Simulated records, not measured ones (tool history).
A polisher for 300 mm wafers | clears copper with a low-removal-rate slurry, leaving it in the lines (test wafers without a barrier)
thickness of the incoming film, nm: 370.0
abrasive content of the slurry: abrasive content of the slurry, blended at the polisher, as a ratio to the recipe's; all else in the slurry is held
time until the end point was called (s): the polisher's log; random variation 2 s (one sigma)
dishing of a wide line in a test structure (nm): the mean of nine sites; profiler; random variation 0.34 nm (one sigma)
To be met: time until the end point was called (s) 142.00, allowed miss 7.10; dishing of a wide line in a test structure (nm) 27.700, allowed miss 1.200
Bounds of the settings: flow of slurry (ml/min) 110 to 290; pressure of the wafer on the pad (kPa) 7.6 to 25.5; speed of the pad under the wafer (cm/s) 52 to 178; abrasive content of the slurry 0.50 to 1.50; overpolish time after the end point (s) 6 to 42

| run | day | flow of slurry (ml/min) | pressure of the wafer on the pad (kPa) | speed of the pad under the wafer (cm/s) | abrasive content of the slurry | overpolish time after the end point (s) | time until the end point was called (s) | dishing of a wide line in a test structure (nm) |
|---|---|---|---|---|---|---|---|---|
| 1 | 0.000 | 185 | 16.5 | 114 | 1.00 | 21 | 141.08 | 36.680 |
| 2 | 0.162 | 185 | 15.2 | 114 | 1.00 | 21 | 154.61 | 34.502 |
| 3 | 0.492 | 185 | 15.2 | 114 | 1.10 | 21 | 146.77 | 34.635 |
| 4 | 0.721 | 185 | 15.2 | 114 | 1.10 | 20 | 148.07 | 34.252 |
| 5 | 0.754 | 185 | 15.2 | 114 | 0.90 | 20 | 156.11 | 31.956 |
| 6 | 0.854 | 185 | 15.2 | 96 | 0.90 | 20 | 179.12 | 28.514 |
|  | 1.183 | head pressure recalibrated |
| 7 | 1.183 | 185 | 15.9 | 96 | 0.90 | 19 | 189.91 | 26.665 |
| 8 | 1.446 | 215 | 20.0 | 110 | 0.90 | 11 | 130.79 | 23.266 |

4 next moves are on the table. One of them brings every result within its allowed miss. Which?
| A | 1.708 | 230 | 20.0 | 112 | 1.00 | 13 | ? | ? |
| B | 1.708 | 235 | 21.4 | 92 | 0.95 | 13 | ? | ? |
| C | 1.708 | 190 | 20.7 | 100 | 0.90 | 15 | ? | ? |
| D | 1.708 | 210 | 22.1 | 100 | 1.00 | 12 | ? | ? |

| move | time until the end point was called (s) | dishing of a wide line in a test structure (nm) |
|---|---|---|
| A | 123.94 | 27.358 |
| B | 141.48 | 24.392 |
| C | 139.58 | 27.990 |
| D | 127.17 | 25.010 |
A: brings the result that was furthest off to its target, and leaves another outside
B: nearer than the last run, and not there yet
C: meets every target
D: nearer than the last run, and not there yet
Move C is the one to make.
